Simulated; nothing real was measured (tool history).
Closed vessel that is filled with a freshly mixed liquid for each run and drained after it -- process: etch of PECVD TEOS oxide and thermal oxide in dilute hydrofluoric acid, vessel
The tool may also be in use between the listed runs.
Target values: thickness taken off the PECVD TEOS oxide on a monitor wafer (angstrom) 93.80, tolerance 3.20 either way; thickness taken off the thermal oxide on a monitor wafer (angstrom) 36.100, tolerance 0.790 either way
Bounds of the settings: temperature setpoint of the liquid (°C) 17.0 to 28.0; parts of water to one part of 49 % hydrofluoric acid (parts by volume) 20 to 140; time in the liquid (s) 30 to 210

run	hour	temperature setpoint of the liquid (°C)	parts of water to one part of 49 % hydrofluoric acid (parts by volume)	time in the liquid (s)	thickness taken off the PECVD TEOS oxide on a monitor wafer (angstrom)	thickness taken off the thermal oxide on a monitor wafer (angstrom)
1	0.0	20.0	75	105	152.37	58.261
2	1.3	22.5	75	105	168.10	64.328
3	5.6	20.0	75	105	150.98	58.374
4	10.6	19.5	80	105	138.61	53.322
5	14.8	19.0	85	105	124.37	48.898
6	23.5	19.0	90	105	119.52	45.993
7	26.3	18.5	95	105	109.27	42.131
8	30.6	18.0	95	105	106.10	41.212
9	39.1	17.5	100	105	100.46	38.045

4 candidate next runs follow, results not yet known. Just one meets every target within its allowed miss. Identify it.
A	47.6	17.0	75	85	?	?
B	47.6	20.5	130	130	?	?
C	47.6	17.5	140	165	?	?
D	47.6	17.0	85	85	?	?

move	thickness taken off the PECVD TEOS oxide on a monitor wafer (angstrom)	thickness taken off the thermal oxide on a monitor wafer (angstrom)
A	107.37	41.457
B	103.22	39.854
C	106.60	41.161
D	93.73	36.190
A: lands further from the targets than the last run did
B: lands further from the targets than the last run did
C: lands further from the targets than the last run did
D: meets every target
So the answer is move D, the one that meets all the targets.

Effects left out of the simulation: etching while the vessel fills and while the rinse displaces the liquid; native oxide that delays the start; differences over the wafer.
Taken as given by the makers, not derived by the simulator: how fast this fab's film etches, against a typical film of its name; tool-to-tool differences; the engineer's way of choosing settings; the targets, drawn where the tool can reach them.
